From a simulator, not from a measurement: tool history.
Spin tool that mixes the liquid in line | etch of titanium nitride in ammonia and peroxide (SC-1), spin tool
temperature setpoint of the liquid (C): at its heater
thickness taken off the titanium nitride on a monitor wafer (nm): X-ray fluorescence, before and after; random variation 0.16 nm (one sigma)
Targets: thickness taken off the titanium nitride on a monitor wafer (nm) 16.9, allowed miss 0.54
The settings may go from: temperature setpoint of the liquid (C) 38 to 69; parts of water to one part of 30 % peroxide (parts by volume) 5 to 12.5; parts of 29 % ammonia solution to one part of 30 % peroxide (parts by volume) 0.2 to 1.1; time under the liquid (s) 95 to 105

run	hour	temperature setpoint of the liquid (C)	parts of water to one part of 30 % peroxide (parts by volume)	parts of 29 % ammonia solution to one part of 30 % peroxide (parts by volume)	time under the liquid (s)	thickness taken off the titanium nitride on a monitor wafer (nm)
1	0	53	7	0.6	95	8.4308
2	1.4	56	7	0.6	95	10.446
3	8.7	50	7	0.6	95	6.9414
4	15.8	50	9	0.6	95	5.9811
5	23	50	9	0.75	95	6.263
6	24.6	50	7.5	0.75	95	6.8806
7	26.8	54	7.5	0.75	95	9.0588
8	33.1	62	7.5	0.75	95	15.797
9	34.6	62.5	7.5	0.75	95	15.978

5 next moves are on the table. One of them brings every result within its allowed miss. Which?
A	36.1	63	8	0.65	95	?
B	36.1	64	6.5	0.75	95	?
C	36.1	64	10	0.75	105	?
D	36.1	60.5	6	0.75	95	?
E	36.1	63	7.5	0.65	95	?

move	thickness taken off the titanium nitride on a monitor wafer (nm)
A	15.277
B	18.415
C	16.463
D	15.246
E	15.772
A: further off than the last run
B: takes the result that was furthest off past its target
C: meets every target
D: further off than the last run
E: further off than the last run
Answer: C
